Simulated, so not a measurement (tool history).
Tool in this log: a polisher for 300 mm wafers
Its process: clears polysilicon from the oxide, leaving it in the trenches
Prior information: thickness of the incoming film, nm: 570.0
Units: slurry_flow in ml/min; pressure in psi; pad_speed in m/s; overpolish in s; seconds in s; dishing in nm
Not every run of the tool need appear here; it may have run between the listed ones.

| run | hour | slurry_flow | pressure | pad_speed | overpolish | seconds | dishing |
|---|---|---|---|---|---|---|---|
| 1 | 0 | 225 | 3.3 | 0.92 | 24 | 32.466 | 53.644 |
| 2 | 7.5 | 225 | 2.9 | 0.84 | 24 | 41.076 | 54.059 |
| 3 | 10.4 | 220 | 2.6 | 0.8 | 22 | 47.475 | 52.442 |
| 4 | 14 | 225 | 2.4 | 0.76 | 25 | 52.172 | 53.469 |
| 5 | 17 | 225 | 2.4 | 0.76 | 18 | 52.246 | 51.566 |
| 6 | 19.4 | 225 | 2.4 | 0.94 | 18 | 46.579 | 53.715 |
| 7 | 24.9 | 160 | 1.5 | 0.68 | 29 | 96.16 | 49.993 |
| 8 | 30.9 | 180 | 1.5 | 0.68 | 31 | 94.174 | 51.069 |
| 9 | 34.1 | 190 | 1.5 | 0.68 | 32 | 95.166 | 51.59 |

For run 10, what comes out?
| 10 | 37 | 195 | 1.6 | 0.68 | 32 | ? | ? |

{"run 10": {"seconds": 90.156, "dishing": 52.98}}

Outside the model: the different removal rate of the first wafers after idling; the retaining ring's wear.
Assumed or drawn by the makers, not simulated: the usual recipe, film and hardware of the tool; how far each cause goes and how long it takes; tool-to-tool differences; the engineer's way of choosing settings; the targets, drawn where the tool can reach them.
